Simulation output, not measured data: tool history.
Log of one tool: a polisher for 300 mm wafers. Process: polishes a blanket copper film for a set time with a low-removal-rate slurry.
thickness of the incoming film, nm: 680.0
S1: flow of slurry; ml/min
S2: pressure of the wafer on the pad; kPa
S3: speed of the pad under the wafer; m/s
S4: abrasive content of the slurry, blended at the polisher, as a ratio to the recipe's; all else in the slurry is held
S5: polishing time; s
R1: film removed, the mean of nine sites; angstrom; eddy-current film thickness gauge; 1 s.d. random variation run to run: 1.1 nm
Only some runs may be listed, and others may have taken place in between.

Run 1, day 0.000: S1 210 ml/min, S2 15.9 kPa, S3 1.22 m/s, S4 1.00, S5 47 s. Result: R1 1610.20 angstrom.
Run 2, day 0.362: S1 210 ml/min, S2 15.9 kPa, S3 0.94 m/s, S4 1.00, S5 47 s. Result: R1 1234.50 angstrom.
Run 3, day 0.554: S1 210 ml/min, S2 15.9 kPa, S3 0.94 m/s, S4 1.15, S5 47 s. Result: R1 1287.00 angstrom.
Run 4, day 0.704: S1 160 ml/min, S2 15.9 kPa, S3 0.94 m/s, S4 1.15, S5 47 s. Result: R1 1232.30 angstrom.
Run 5, day 0.779: S1 160 ml/min, S2 15.9 kPa, S3 0.72 m/s, S4 1.15, S5 47 s. Result: R1 949.83 angstrom.
Run 6, day 1.079: S1 170 ml/min, S2 15.9 kPa, S3 0.72 m/s, S4 1.15, S5 47 s. Result: R1 971.63 angstrom.

Predict the results of run 7:
Run 7, day 1.425: S1 175 ml/min, S2 15.9 kPa, S3 0.72 m/s, S4 1.15, S5 47 s. Result: R1 ?.

{"run 7": {"R1": 970.18}}

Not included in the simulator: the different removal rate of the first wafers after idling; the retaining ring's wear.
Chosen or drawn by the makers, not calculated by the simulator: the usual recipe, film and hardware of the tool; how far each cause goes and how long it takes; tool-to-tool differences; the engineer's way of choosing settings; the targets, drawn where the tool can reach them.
